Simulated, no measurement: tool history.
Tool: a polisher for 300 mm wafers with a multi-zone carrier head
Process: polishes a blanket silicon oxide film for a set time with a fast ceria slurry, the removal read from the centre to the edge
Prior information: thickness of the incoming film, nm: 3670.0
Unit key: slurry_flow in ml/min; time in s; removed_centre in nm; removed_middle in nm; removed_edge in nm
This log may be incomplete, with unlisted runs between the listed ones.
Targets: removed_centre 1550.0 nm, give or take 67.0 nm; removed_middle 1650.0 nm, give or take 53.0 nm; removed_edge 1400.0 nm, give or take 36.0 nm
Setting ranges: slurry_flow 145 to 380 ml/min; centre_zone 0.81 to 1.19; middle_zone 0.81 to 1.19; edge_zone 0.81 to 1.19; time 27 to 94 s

run	hour	slurry_flow	centre_zone	middle_zone	edge_zone	time	removed_centre	removed_middle	removed_edge
1	0.0	245	1.00	1.00	1.00	60	1077.8	1104.1	1057.6
2	2.6	265	1.04	1.06	1.03	64	1215.6	1234.0	1152.6
3	10.1	280	1.05	1.10	1.03	68	1337.6	1343.6	1217.2
4	17.3	280	1.05	1.10	1.03	55	1051.7	1092.5	1002.6
5	25.0	280	1.05	1.10	1.12	55	1047.5	1106.7	1022.0
6	33.1	280	1.05	1.10	1.12	64	1238.2	1281.4	1201.8
7	35.3	285	1.05	1.13	1.09	68	1299.6	1395.8	1272.0
8	43.7	295	1.06	1.15	1.05	71	1386.0	1472.9	1293.4
9	48.5	300	1.07	1.16	1.05	73	1465.4	1533.6	1332.2
10	56.0	305	1.07	1.17	1.05	74	1465.6	1604.2	1355.2
11	60.5	305	1.07	1.17	1.05	74	1464.0	1560.4	1356.8

Exactly one of the 4 candidate moves below puts every result within its allowed miss. Which one?
A	65.0	290	0.97	1.19	0.98	80	?	?	?
B	65.0	350	1.09	1.19	1.06	75	?	?	?
C	65.0	325	1.16	1.17	0.97	73	?	?	?
D	65.0	335	1.15	1.19	0.95	74	?	?	?

move	removed_centre	removed_middle	removed_edge
A	1413.7	1741.0	1421.1
B	1520.9	1661.1	1399.0
C	1564.2	1582.9	1302.9
D	1576.9	1632.2	1311.5
A: moves the result that the last run missed by most past its target, out the other side
B: all results in spec
C: misses by more than the last run did
D: brings the result that was furthest off to its target, and leaves another outside
Go with B: it meets all targets.
